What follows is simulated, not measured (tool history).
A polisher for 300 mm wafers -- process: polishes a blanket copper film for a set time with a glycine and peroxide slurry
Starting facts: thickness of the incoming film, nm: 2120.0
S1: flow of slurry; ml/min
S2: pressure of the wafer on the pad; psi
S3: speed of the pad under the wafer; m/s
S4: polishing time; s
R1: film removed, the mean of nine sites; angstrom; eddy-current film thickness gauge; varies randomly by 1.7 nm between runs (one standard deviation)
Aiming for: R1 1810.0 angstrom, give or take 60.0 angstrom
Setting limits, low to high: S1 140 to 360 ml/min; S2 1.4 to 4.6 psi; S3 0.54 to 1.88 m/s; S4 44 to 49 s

run 1 hour=0.0 | S1=230 S2=3.0 S3=1.20 S4=49 | R1=2652.8
run 2 hour=5.3 | S1=230 S2=2.7 S3=1.20 S4=49 | R1=2393.0
run 3 hour=13.9 | S1=230 S2=2.7 S3=1.36 S4=49 | R1=2713.2
run 4 hour=17.5 | S1=190 S2=2.7 S3=1.36 S4=49 | R1=2610.1
run 5 hour=23.0 | S1=190 S2=2.7 S3=1.54 S4=49 | R1=2936.2
run 6 hour=25.4 | S1=190 S2=3.4 S3=1.54 S4=49 | R1=3607.9
run 7 hour=29.3 | S1=185 S2=2.9 S3=1.50 S4=49 | R1=3012.2
run 8 hour=33.1 | S1=180 S2=2.5 S3=1.48 S4=49 | R1=2605.6

Which one of the following 4 next-run settings gets every result inside its allowed miss? There is exactly one.
run A hour=36.9 | S1=175 S2=2.5 S3=1.30 S4=46 | R1=?
run B hour=36.9 | S1=185 S2=3.3 S3=1.30 S4=48 | R1=?
run C hour=36.9 | S1=165 S2=2.2 S3=1.24 S4=44 | R1=?
run D hour=36.9 | S1=175 S2=2.0 S3=1.60 S4=49 | R1=?

move=A R1=2199.5
move=B R1=2939.2
move=C R1=1806.8
move=D R1=2288.9
A: an improvement on the last run, though not all results are within tolerance
B: the biggest miss grows against the last run
C: hits every target within its allowed miss
D: an improvement on the last run, though not all results are within tolerance
C is the move that brings every result within its allowed miss.
